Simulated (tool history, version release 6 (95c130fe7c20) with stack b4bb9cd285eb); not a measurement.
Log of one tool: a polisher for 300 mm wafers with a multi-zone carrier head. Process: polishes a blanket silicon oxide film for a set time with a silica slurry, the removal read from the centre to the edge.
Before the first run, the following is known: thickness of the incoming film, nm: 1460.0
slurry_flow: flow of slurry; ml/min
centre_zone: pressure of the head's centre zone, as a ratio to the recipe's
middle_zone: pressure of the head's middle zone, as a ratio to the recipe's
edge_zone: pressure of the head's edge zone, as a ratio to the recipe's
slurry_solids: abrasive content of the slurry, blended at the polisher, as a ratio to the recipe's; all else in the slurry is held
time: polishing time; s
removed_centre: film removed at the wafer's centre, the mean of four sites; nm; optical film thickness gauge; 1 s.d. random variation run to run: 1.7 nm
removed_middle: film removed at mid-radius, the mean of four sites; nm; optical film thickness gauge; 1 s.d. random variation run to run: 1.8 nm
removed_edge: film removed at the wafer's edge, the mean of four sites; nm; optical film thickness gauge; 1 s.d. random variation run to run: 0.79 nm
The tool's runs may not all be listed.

run  hour  slurry_flow  centre_zone  middle_zone  edge_zone  slurry_solids  time  removed_centre  removed_middle  removed_edge
  1     0          165            1            1          1              1    49           213.5          206.69        206.65
  2   3.8          200            1            1          1              1    49          221.26          214.83        210.21
  3   8.5          200            1         1.09          1              1    49          217.68          230.62        209.22
  4  10.8          200            1         1.09          1           0.85    49          203.63          216.15        196.68
  5  12.7          195         0.99         1.08       0.97            0.8    47          190.31          194.59        179.05
  6  14.6          175         0.99         1.08       0.97            0.8    47          185.69          191.55        175.92
  7  21.6          165         0.96         1.08       0.94           0.75    46           169.9          183.06         163.6
  8    25          160         0.94         1.07       0.92            0.7    46           155.4           175.1        155.23
  9  33.9          155         0.94         1.06        0.9           0.65    46          151.93          163.68        146.73
 10  39.6          150         0.93         1.05       0.88           0.65    46          145.63          157.74        145.89

Forecast run 11:
 11    42          145         0.93         1.06       0.87            0.6    46               ?               ?             ?

removed_centre: 141.57 nm
removed_middle: 156.16 nm
removed_edge: 135.75 nm
